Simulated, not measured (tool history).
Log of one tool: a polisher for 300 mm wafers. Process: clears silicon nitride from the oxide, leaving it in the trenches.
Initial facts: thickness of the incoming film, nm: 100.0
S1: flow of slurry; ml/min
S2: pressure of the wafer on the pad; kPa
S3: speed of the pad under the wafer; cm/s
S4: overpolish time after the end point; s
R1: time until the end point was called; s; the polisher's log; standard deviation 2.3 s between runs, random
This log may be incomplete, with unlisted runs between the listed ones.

Run 1, hour 0.0: S1 155 ml/min, S2 19.3 kPa, S3 100 cm/s, S4 19 s. Result: R1 106.210 s.
Run 2, hour 6.2: S1 155 ml/min, S2 19.3 kPa, S3 122 cm/s, S4 19 s. Result: R1 88.909 s.
Run 3, hour 13.7: S1 155 ml/min, S2 15.9 kPa, S3 118 cm/s, S4 19 s. Result: R1 107.500 s.
Run 4, hour 17.3: S1 190 ml/min, S2 15.9 kPa, S3 118 cm/s, S4 19 s. Result: R1 105.900 s.
Run 5, hour 25.1: S1 190 ml/min, S2 17.9 kPa, S3 118 cm/s, S4 19 s. Result: R1 97.448 s.
Run 6, hour 26.3: S1 190 ml/min, S2 15.2 kPa, S3 112 cm/s, S4 19 s. Result: R1 116.960 s.

For run 7, what comes out?
Run 7, hour 28.1: S1 180 ml/min, S2 9.7 kPa, S3 104 cm/s, S4 19 s. Result: R1 ?.

R1: 194.610 s
